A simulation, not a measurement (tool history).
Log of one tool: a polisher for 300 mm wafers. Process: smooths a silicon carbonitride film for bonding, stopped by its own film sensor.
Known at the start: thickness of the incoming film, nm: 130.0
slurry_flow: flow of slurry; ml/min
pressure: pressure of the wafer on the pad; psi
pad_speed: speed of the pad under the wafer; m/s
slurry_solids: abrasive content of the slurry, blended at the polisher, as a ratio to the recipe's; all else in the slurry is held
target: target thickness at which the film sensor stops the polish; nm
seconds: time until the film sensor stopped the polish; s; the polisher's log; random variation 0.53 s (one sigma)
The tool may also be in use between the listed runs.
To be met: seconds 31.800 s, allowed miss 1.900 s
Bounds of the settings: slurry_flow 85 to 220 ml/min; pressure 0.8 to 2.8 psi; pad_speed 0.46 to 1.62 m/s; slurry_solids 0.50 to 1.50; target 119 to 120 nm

{"run": 1, "hour": 0.0, "slurry_flow": 140, "pressure": 1.8, "pad_speed": 1.04, "slurry_solids": 1.0, "target": 119, "seconds": 42.082}
{"run": 2, "hour": 4.0, "slurry_flow": 140, "pressure": 1.9, "pad_speed": 1.04, "slurry_solids": 1.0, "target": 119, "seconds": 39.058}
{"run": 3, "hour": 8.1, "slurry_flow": 140, "pressure": 2.0, "pad_speed": 1.04, "slurry_solids": 1.0, "target": 119, "seconds": 38.386}
{"run": 4, "hour": 8.6, "slurry_flow": 140, "pressure": 2.1, "pad_speed": 1.04, "slurry_solids": 1.0, "target": 119, "seconds": 37.705}
{"run": 5, "hour": 15.5, "slurry_flow": 140, "pressure": 2.2, "pad_speed": 1.06, "slurry_solids": 1.0, "target": 119, "seconds": 34.236}
{"run": 6, "hour": 16.1, "slurry_flow": 140, "pressure": 1.8, "pad_speed": 1.06, "slurry_solids": 1.0, "target": 119, "seconds": 39.996}
{"run": 7, "hour": 23.1, "slurry_flow": 140, "pressure": 1.9, "pad_speed": 1.08, "slurry_solids": 1.0, "target": 119, "seconds": 38.945}
{"run": 8, "hour": 24.7, "slurry_flow": 145, "pressure": 2.4, "pad_speed": 1.14, "slurry_solids": 1.0, "target": 119, "seconds": 30.019}
{"run": 9, "hour": 31.0, "slurry_flow": 145, "pressure": 2.4, "pad_speed": 1.14, "slurry_solids": 1.0, "target": 119, "seconds": 29.445}

5 next moves are on the table. One of them brings every result within its allowed miss. Which?
{"run": "A", "hour": 37.3, "slurry_flow": 130, "pressure": 2.5, "pad_speed": 1.06, "slurry_solids": 0.95, "target": 119, "seconds": "?"}
{"run": "B", "hour": 37.3, "slurry_flow": 145, "pressure": 2.3, "pad_speed": 1.14, "slurry_solids": 0.9, "target": 120, "seconds": "?"}
{"run": "C", "hour": 37.3, "slurry_flow": 140, "pressure": 2.2, "pad_speed": 1.34, "slurry_solids": 0.8, "target": 120, "seconds": "?"}
{"run": "D", "hour": 37.3, "slurry_flow": 160, "pressure": 2.3, "pad_speed": 1.1, "slurry_solids": 1.0, "target": 120, "seconds": "?"}
{"run": "E", "hour": 37.3, "slurry_flow": 125, "pressure": 2.5, "pad_speed": 1.14, "slurry_solids": 0.95, "target": 120, "seconds": "?"}

move=A seconds=30.930
move=B seconds=28.608
move=C seconds=27.312
move=D seconds=28.083
move=E seconds=26.747
A: meets every target
B: further off than the last run
C: further off than the last run
D: further off than the last run
E: further off than the last run
Move A is the one to make.
